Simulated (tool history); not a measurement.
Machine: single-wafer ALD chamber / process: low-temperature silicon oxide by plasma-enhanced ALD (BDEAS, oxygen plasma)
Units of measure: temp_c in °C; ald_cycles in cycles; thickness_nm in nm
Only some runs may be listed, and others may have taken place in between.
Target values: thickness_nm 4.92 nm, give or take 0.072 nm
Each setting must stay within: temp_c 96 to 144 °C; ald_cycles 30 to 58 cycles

run 1 hour=0 | temp_c=120 ald_cycles=44 | thickness_nm=6.0576
run 2 hour=2.6 | temp_c=121 ald_cycles=43 | thickness_nm=5.9423
run 3 hour=11.2 | temp_c=131 ald_cycles=43 | thickness_nm=5.8258
run 4 hour=13.2 | temp_c=131 ald_cycles=46 | thickness_nm=6.2378
run 5 hour=19.8 | temp_c=131 ald_cycles=41 | thickness_nm=5.5587
run 6 hour=23.4 | temp_c=127 ald_cycles=41 | thickness_nm=5.6066
run 7 hour=30.3 | temp_c=128 ald_cycles=40 | thickness_nm=5.4637
run 8 hour=32.6 | temp_c=129 ald_cycles=39 | thickness_nm=5.286
run 9 hour=41.6 | temp_c=129 ald_cycles=39 | thickness_nm=5.2999
run 10 hour=42.7 | temp_c=130 ald_cycles=39 | thickness_nm=5.3057
run 11 hour=48.6 | temp_c=131 ald_cycles=39 | thickness_nm=5.2903
run 12 hour=54.7 | temp_c=132 ald_cycles=39 | thickness_nm=5.267
run 13 hour=59.3 | temp_c=133 ald_cycles=39 | thickness_nm=5.2439
-- hour=60 thermocouple changed; heater temperature recalibrated
run 14 hour=60 | temp_c=134 ald_cycles=39 | thickness_nm=5.2364
run 15 hour=68.2 | temp_c=138 ald_cycles=36 | thickness_nm=4.8132
run 16 hour=71.4 | temp_c=137 ald_cycles=36 | thickness_nm=4.7897
run 17 hour=76.4 | temp_c=136 ald_cycles=36 | thickness_nm=4.8225
run 18 hour=84.5 | temp_c=135 ald_cycles=36 | thickness_nm=4.8387

4 next moves are on the table. One of them brings every result within its allowed miss. Which?
run A hour=92.6 | temp_c=128 ald_cycles=35 | thickness_nm=?
run B hour=92.6 | temp_c=132 ald_cycles=38 | thickness_nm=?
run C hour=92.6 | temp_c=130 ald_cycles=38 | thickness_nm=?
run D hour=92.6 | temp_c=142 ald_cycles=37 | thickness_nm=?

move=A thickness_nm=4.7471
move=B thickness_nm=5.1179
move=C thickness_nm=5.136
move=D thickness_nm=4.8955
A: the biggest miss grows against the last run
B: takes the result that was furthest off past its target
C: takes the result that was furthest off past its target
D: meets every target
Go with D: it meets all targets.

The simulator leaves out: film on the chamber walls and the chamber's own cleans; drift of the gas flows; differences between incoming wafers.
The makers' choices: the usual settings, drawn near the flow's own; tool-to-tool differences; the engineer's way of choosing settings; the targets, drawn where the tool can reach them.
